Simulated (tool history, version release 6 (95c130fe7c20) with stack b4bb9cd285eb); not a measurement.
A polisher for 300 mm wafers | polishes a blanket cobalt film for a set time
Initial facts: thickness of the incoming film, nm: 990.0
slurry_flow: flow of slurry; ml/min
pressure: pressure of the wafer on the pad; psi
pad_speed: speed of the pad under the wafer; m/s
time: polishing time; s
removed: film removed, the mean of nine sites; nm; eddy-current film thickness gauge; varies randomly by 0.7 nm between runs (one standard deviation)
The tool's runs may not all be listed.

run,day,slurry_flow,pressure,pad_speed,time,removed
1,0,275,2.2,1.22,23,139.33
2,0.296,305,2.2,1.22,23,140.98
3,0.475,305,2.2,1.06,23,126.19
4,0.575,295,2,1.06,23,114.02
5,0.717,295,2,1.06,23,114.83
6,0.95,290,1.9,1.06,23,108.59
7,1.204,280,1.8,1.06,23,100.86

Predict the results of run 8:
8,1.412,270,1.8,1.06,23,?

{"run 8": {"removed": 101.96}}

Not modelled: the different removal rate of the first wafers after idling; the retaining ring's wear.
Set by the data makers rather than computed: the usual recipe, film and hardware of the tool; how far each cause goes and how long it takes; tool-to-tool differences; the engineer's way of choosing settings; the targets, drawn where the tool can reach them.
